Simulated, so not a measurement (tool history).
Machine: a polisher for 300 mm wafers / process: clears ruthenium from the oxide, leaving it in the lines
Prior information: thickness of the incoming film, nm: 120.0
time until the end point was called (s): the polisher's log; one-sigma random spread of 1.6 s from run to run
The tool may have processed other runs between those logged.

| run | hour | flow of slurry (ml/min) | pressure of the wafer on the pad (psi) | speed of the pad under the wafer (m/s) | overpolish time after the end point (s) | time until the end point was called (s) |
|---|---|---|---|---|---|---|
| 1 | 0 | 250 | 2.1 | 1.06 | 18 | 107.85 |
| 2 | 1.2 | 250 | 2 | 1.06 | 18 | 113.77 |
| 3 | 2.9 | 250 | 2 | 1.06 | 18 | 113.92 |
| 4 | 8.7 | 250 | 2 | 1.3 | 18 | 93.378 |
| 5 | 13.2 | 250 | 2 | 1.3 | 20 | 91.749 |
| 6 | 13.7 | 250 | 2.4 | 1.3 | 20 | 77.343 |
| 7 | 16.4 | 245 | 1.8 | 1.2 | 20 | 111.98 |
| 8 | 23.9 | 245 | 1.7 | 1.2 | 20 | 118.43 |
| 9 | 30.5 | 245 | 1.6 | 1.2 | 20 | 124.93 |

Estimate the outcome of run 10 from the log above:
| 10 | 34.4 | 245 | 1.5 | 1.2 | 20 | ? |

For run 10 the tool returned time until the end point was called (s) 133.41.
